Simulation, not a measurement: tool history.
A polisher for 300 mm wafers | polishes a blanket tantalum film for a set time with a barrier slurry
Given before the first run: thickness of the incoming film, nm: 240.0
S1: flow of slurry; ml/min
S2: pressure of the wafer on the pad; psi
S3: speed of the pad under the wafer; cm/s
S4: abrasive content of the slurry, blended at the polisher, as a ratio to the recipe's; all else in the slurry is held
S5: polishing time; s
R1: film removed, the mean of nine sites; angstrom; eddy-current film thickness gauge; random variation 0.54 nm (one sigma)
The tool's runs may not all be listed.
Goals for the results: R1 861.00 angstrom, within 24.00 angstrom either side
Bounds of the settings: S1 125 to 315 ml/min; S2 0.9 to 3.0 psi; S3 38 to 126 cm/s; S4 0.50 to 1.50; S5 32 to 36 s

Run 1, hour 0.0: S1 205 ml/min, S2 1.9 psi, S3 82 cm/s, S4 1.00, S5 36 s. Result: R1 527.30 angstrom.
Run 2, hour 6.0: S1 205 ml/min, S2 1.9 psi, S3 82 cm/s, S4 0.80, S5 36 s. Result: R1 504.71 angstrom.
Run 3, hour 14.2: S1 205 ml/min, S2 1.9 psi, S3 82 cm/s, S4 0.80, S5 36 s. Result: R1 504.94 angstrom.
Run 4, hour 21.5: S1 205 ml/min, S2 1.9 psi, S3 72 cm/s, S4 0.80, S5 36 s. Result: R1 451.69 angstrom.
Run 5, hour 27.6: S1 205 ml/min, S2 1.7 psi, S3 72 cm/s, S4 0.80, S5 36 s. Result: R1 408.43 angstrom.
Run 6, hour 30.8: S1 205 ml/min, S2 1.7 psi, S3 72 cm/s, S4 0.80, S5 32 s. Result: R1 363.64 angstrom.
At hour 35.4: slurry blender recalibrated.
Run 7, hour 35.4: S1 230 ml/min, S2 2.3 psi, S3 88 cm/s, S4 0.80, S5 32 s. Result: R1 617.31 angstrom.
Run 8, hour 40.0: S1 230 ml/min, S2 2.4 psi, S3 88 cm/s, S4 0.80, S5 32 s. Result: R1 625.41 angstrom.
Run 9, hour 44.5: S1 230 ml/min, S2 2.5 psi, S3 88 cm/s, S4 0.80, S5 32 s. Result: R1 654.93 angstrom.
Run 10, hour 53.4: S1 230 ml/min, S2 2.6 psi, S3 88 cm/s, S4 0.80, S5 32 s. Result: R1 669.34 angstrom.
Run 11, hour 61.0: S1 235 ml/min, S2 2.6 psi, S3 88 cm/s, S4 0.80, S5 32 s. Result: R1 673.57 angstrom.
Run 12, hour 68.8: S1 235 ml/min, S2 2.8 psi, S3 92 cm/s, S4 0.80, S5 32 s. Result: R1 754.77 angstrom.
Run 13, hour 72.2: S1 235 ml/min, S2 2.8 psi, S3 92 cm/s, S4 0.80, S5 32 s. Result: R1 749.89 angstrom.
Run 14, hour 76.1: S1 240 ml/min, S2 2.8 psi, S3 92 cm/s, S4 0.80, S5 32 s. Result: R1 753.19 angstrom.
Run 15, hour 78.2: S1 245 ml/min, S2 2.9 psi, S3 94 cm/s, S4 0.80, S5 32 s. Result: R1 800.80 angstrom.

Below are 5 possible settings for the next run. Only one of them brings all results inside the allowed miss of their targets. Which is it?
Run A, hour 80.3: S1 250 ml/min, S2 3.0 psi, S3 88 cm/s, S4 1.00, S5 32 s. Result: R1 ?.
Run B, hour 80.3: S1 250 ml/min, S2 3.0 psi, S3 88 cm/s, S4 0.80, S5 33 s. Result: R1 ?.
Run C, hour 80.3: S1 255 ml/min, S2 3.0 psi, S3 84 cm/s, S4 0.85, S5 34 s. Result: R1 ?.
Run D, hour 80.3: S1 195 ml/min, S2 2.9 psi, S3 96 cm/s, S4 0.65, S5 34 s. Result: R1 ?.
Run E, hour 80.3: S1 245 ml/min, S2 2.9 psi, S3 96 cm/s, S4 0.80, S5 34 s. Result: R1 ?.

move      R1
   A  816.22
   B  802.64
   C  807.33
   D  799.80
   E  861.96
A: nearer the targets than the last run, but a result is still out of spec
B: about as far from the targets as the last run
C: nearer the targets than the last run, but a result is still out of spec
D: about as far from the targets as the last run
E: all results land within tolerance of their targets
Move E is the one to make.
